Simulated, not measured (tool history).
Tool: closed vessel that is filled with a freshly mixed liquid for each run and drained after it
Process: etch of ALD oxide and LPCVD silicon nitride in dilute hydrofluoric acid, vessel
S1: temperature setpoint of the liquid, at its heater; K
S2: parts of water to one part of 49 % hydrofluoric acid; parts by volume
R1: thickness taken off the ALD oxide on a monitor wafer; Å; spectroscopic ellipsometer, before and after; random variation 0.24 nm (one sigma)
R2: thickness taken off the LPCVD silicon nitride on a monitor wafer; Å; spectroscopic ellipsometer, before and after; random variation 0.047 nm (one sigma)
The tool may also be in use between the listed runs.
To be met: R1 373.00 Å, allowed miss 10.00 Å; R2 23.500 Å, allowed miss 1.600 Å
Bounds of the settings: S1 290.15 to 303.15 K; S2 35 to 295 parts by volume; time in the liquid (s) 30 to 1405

Run 1, day 0.000: S1 295.15 K, S2 165 parts by volume, time in the liquid (s) 715. Result: R1 332.63 Å, R2 16.559 Å.
Run 2, day 0.167: S1 297.15 K, S2 170 parts by volume, time in the liquid (s) 725. Result: R1 355.59 Å, R2 18.529 Å.
Run 3, day 0.479: S1 297.15 K, S2 170 parts by volume, time in the liquid (s) 910. Result: R1 441.52 Å, R2 22.996 Å.
Run 4, day 0.675: S1 298.15 K, S2 185 parts by volume, time in the liquid (s) 930. Result: R1 416.24 Å, R2 22.413 Å.
Run 5, day 0.904: S1 300.65 K, S2 185 parts by volume, time in the liquid (s) 930. Result: R1 462.60 Å, R2 27.338 Å.
Run 6, day 1.067: S1 300.65 K, S2 195 parts by volume, time in the liquid (s) 935. Result: R1 428.31 Å, R2 26.188 Å.
Run 7, day 1.321: S1 300.65 K, S2 195 parts by volume, time in the liquid (s) 935. Result: R1 433.99 Å, R2 26.513 Å.
Run 8, day 1.379: S1 300.65 K, S2 200 parts by volume, time in the liquid (s) 940. Result: R1 427.29 Å, R2 25.268 Å.

Which of these 5 next moves meets every target?
Run A, day 1.438: S1 300.15 K, S2 275 parts by volume, time in the liquid (s) 1260. Result: R1 ?, R2 ?.
Run B, day 1.438: S1 301.65 K, S2 255 parts by volume, time in the liquid (s) 1020. Result: R1 ?, R2 ?.
Run C, day 1.438: S1 301.15 K, S2 175 parts by volume, time in the liquid (s) 880. Result: R1 ?, R2 ?.
Run D, day 1.438: S1 292.65 K, S2 190 parts by volume, time in the liquid (s) 1405. Result: R1 ?, R2 ?.
Run E, day 1.438: S1 299.15 K, S2 185 parts by volume, time in the liquid (s) 1060. Result: R1 ?, R2 ?.

move      R1      R2
   A  374.32  24.252
   B  351.39  23.171
   C  476.42  28.392
   D  501.06  24.288
   E  498.95  28.571
A: meets every target
B: takes the result that was furthest off past its target
C: further off than the last run
D: further off than the last run
E: further off than the last run
The right move is A.

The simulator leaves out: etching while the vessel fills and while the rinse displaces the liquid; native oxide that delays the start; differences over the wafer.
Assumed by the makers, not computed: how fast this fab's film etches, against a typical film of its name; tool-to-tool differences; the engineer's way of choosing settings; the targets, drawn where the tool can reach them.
